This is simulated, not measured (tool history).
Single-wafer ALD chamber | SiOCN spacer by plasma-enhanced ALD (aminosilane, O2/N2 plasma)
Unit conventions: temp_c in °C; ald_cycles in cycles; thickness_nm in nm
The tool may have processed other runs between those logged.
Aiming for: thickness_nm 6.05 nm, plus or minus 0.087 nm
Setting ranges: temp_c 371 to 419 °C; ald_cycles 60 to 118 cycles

Run 1, hour 0: temp_c 395 °C, ald_cycles 89 cycles. Result: thickness_nm 5.6318 nm.
Run 2, hour 1.5: temp_c 395 °C, ald_cycles 80 cycles. Result: thickness_nm 5.0926 nm.
Run 3, hour 6.6: temp_c 395 °C, ald_cycles 84 cycles. Result: thickness_nm 5.3626 nm.
Run 4, hour 14.8: temp_c 395 °C, ald_cycles 74 cycles. Result: thickness_nm 4.6948 nm.
Run 5, hour 17.1: temp_c 395 °C, ald_cycles 79 cycles. Result: thickness_nm 5.0253 nm.
Run 6, hour 20.9: temp_c 395 °C, ald_cycles 83 cycles. Result: thickness_nm 5.2997 nm.
Run 7, hour 26: temp_c 395 °C, ald_cycles 85 cycles. Result: thickness_nm 5.415 nm.
Run 8, hour 27: temp_c 395 °C, ald_cycles 87 cycles. Result: thickness_nm 5.57 nm.
Run 9, hour 31.9: temp_c 395 °C, ald_cycles 88 cycles. Result: thickness_nm 5.6223 nm.
Run 10, hour 34.1: temp_c 395 °C, ald_cycles 89 cycles. Result: thickness_nm 5.6165 nm.
Run 11, hour 36: temp_c 395 °C, ald_cycles 91 cycles. Result: thickness_nm 5.7687 nm.
Run 12, hour 43.6: temp_c 395 °C, ald_cycles 92 cycles. Result: thickness_nm 5.8397 nm.
Run 13, hour 48.1: temp_c 395 °C, ald_cycles 93 cycles. Result: thickness_nm 5.93 nm.

Consider the 4 candidate settings below. Which is the only one whose results all fall within their allowed miss of target?
Run A, hour 52.6: temp_c 407 °C, ald_cycles 97 cycles. Result: thickness_nm ?.
Run B, hour 52.6: temp_c 385 °C, ald_cycles 92 cycles. Result: thickness_nm ?.
Run C, hour 52.6: temp_c 406 °C, ald_cycles 93 cycles. Result: thickness_nm ?.
Run D, hour 52.6: temp_c 401 °C, ald_cycles 90 cycles. Result: thickness_nm ?.

move  thickness_nm
   A        6.0386
   B        5.8453
   C        5.8069
   D        5.7034
A: each result inside its tolerance
B: lands further from the targets than the last run did
C: lands further from the targets than the last run did
D: lands further from the targets than the last run did
The right move is A.
